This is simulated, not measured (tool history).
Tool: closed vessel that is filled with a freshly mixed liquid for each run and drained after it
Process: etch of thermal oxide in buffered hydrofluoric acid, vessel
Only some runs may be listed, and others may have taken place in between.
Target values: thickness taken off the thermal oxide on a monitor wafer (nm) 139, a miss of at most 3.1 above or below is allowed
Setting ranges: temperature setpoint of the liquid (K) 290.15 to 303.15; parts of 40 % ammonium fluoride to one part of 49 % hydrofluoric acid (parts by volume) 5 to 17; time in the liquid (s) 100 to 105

| run | hour | temperature setpoint of the liquid (K) | parts of 40 % ammonium fluoride to one part of 49 % hydrofluoric acid (parts by volume) | time in the liquid (s) | thickness taken off the thermal oxide on a monitor wafer (nm) |
|---|---|---|---|---|---|
| 1 | 0 | 295.15 | 10.5 | 100 | 102.01 |
| 2 | 7 | 296.15 | 10.5 | 100 | 106.51 |
| 3 | 11.9 | 296.15 | 10.5 | 105 | 113.2 |
| 4 | 16.3 | 296.15 | 12.5 | 105 | 95.749 |
| 5 | 22.1 | 297.65 | 12.5 | 105 | 102.53 |
| 6 | 31 | 298.65 | 12.5 | 105 | 108.27 |
| 7 | 40.1 | 299.65 | 12.5 | 105 | 115.4 |
| 8 | 43.2 | 300.15 | 12.5 | 105 | 119.15 |
| 9 | 47 | 300.65 | 12.5 | 105 | 121.49 |
| 10 | 54.2 | 301.15 | 12.5 | 105 | 125.23 |
| 11 | 59 | 301.15 | 12.5 | 105 | 124.38 |
| 12 | 63.2 | 301.65 | 12.5 | 105 | 127.91 |
| 13 | 69.5 | 302.15 | 12.5 | 105 | 130.34 |
| 14 | 77.2 | 302.65 | 12.5 | 105 | 135.7 |

Exercise: of the 5 proposed moves below, exactly one satisfies all targets within the stated allowed misses. Which move is it?
| A | 84.9 | 301.15 | 11 | 100 | ? |
| B | 84.9 | 302.65 | 12 | 100 | ? |
| C | 84.9 | 302.15 | 12.5 | 105 | ? |
| D | 84.9 | 302.65 | 12 | 105 | ? |
| E | 84.9 | 302.15 | 12 | 100 | ? |

| move | thickness taken off the thermal oxide on a monitor wafer (nm) |
|---|---|
| A | 134.18 |
| B | 133.45 |
| C | 131.14 |
| D | 140.12 |
| E | 129.98 |
A: misses by more than the last run did
B: misses by more than the last run did
C: misses by more than the last run did
D: all results in spec
E: misses by more than the last run did
Correct choice: D, which meets every target

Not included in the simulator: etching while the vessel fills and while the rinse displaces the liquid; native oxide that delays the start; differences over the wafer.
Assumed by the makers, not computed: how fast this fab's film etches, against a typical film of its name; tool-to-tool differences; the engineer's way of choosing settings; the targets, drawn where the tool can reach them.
